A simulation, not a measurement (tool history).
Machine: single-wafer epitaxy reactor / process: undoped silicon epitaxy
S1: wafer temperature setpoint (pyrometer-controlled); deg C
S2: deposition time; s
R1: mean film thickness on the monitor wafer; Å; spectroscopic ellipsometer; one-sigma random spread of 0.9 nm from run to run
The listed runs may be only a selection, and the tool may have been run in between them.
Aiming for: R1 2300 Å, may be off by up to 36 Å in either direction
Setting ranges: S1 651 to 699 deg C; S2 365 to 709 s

| run | day | S1 | S2 | R1 |
|---|---|---|---|---|
| 1 | 0 | 675 | 537 | 1313.9 |
| 2 | 0.129 | 678 | 541 | 1416.9 |
| 3 | 0.446 | 687 | 541 | 1669.7 |
| 4 | 0.508 | 695 | 541 | 1937.5 |
| 5 | 0.75 | 699 | 541 | 2098.9 |
| 6 | 1.042 | 699 | 546 | 2118.4 |
| 7 | 1.204 | 699 | 551 | 2151.6 |
| 8 | 1.233 | 699 | 554 | 2148 |
| 9 | 1.425 | 699 | 558 | 2170.5 |
| 10 | 1.492 | 699 | 561 | 2176.2 |

Exactly one of the 4 candidate moves below puts every result within its allowed miss. Which one?
| A | 1.558 | 699 | 606 | ? |
| B | 1.558 | 696 | 642 | ? |
| C | 1.558 | 699 | 589 | ? |
| D | 1.558 | 699 | 620 | ? |

| move | R1 |
|---|---|
| A | 2345 |
| B | 2349.4 |
| C | 2279.2 |
| D | 2399.1 |
A: moves the result that the last run missed by most past its target, out the other side
B: moves the result that the last run missed by most past its target, out the other side
C: hits every target within its allowed miss
D: moves the result that the last run missed by most past its target, out the other side
C meets every target.
